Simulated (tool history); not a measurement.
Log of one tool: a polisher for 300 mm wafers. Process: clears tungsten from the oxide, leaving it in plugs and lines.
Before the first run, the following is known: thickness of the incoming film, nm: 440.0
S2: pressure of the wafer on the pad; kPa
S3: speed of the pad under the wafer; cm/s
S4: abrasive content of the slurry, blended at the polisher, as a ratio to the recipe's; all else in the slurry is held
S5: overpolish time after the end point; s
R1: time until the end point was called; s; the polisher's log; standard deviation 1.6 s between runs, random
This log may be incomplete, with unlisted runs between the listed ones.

run 1 hour=0.0 | flow_of_slurry_(ml/min)=165 S2=17.2 S3=96 S4=1.00 S5=4 | R1=153.02
run 2 hour=6.0 | flow_of_slurry_(ml/min)=165 S2=17.2 S3=74 S4=1.00 S5=4 | R1=199.85
run 3 hour=13.2 | flow_of_slurry_(ml/min)=165 S2=17.2 S3=74 S4=0.80 S5=4 | R1=202.92
run 4 hour=22.2 | flow_of_slurry_(ml/min)=165 S2=13.8 S3=74 S4=0.80 S5=4 | R1=251.95
run 5 hour=23.3 | flow_of_slurry_(ml/min)=165 S2=13.8 S3=74 S4=0.65 S5=4 | R1=266.43
run 6 hour=29.7 | flow_of_slurry_(ml/min)=165 S2=13.8 S3=74 S4=0.85 S5=4 | R1=247.92
run 7 hour=36.1 | flow_of_slurry_(ml/min)=165 S2=17.2 S3=78 S4=0.85 S5=4 | R1=193.26
run 8 hour=44.8 | flow_of_slurry_(ml/min)=165 S2=20.0 S3=80 S4=0.85 S5=4 | R1=163.52
run 9 hour=53.5 | flow_of_slurry_(ml/min)=165 S2=22.1 S3=82 S4=0.85 S5=4 | R1=143.11
run 10 hour=58.9 | flow_of_slurry_(ml/min)=165 S2=23.4 S3=84 S4=0.85 S5=4 | R1=134.53
run 11 hour=67.5 | flow_of_slurry_(ml/min)=165 S2=24.1 S3=86 S4=0.85 S5=4 | R1=127.96
run 12 hour=72.0 | flow_of_slurry_(ml/min)=165 S2=24.1 S3=86 S4=0.85 S5=4 | R1=127.46
run 13 hour=73.5 | flow_of_slurry_(ml/min)=165 S2=24.1 S3=86 S4=0.85 S5=4 | R1=127.36
run 14 hour=82.3 | flow_of_slurry_(ml/min)=165 S2=24.8 S3=88 S4=0.85 S5=4 | R1=119.24

What will run 15 give?
run 15 hour=90.7 | flow_of_slurry_(ml/min)=165 S2=25.5 S3=88 S4=0.85 S5=4 | R1=?

R1: 117.00 s

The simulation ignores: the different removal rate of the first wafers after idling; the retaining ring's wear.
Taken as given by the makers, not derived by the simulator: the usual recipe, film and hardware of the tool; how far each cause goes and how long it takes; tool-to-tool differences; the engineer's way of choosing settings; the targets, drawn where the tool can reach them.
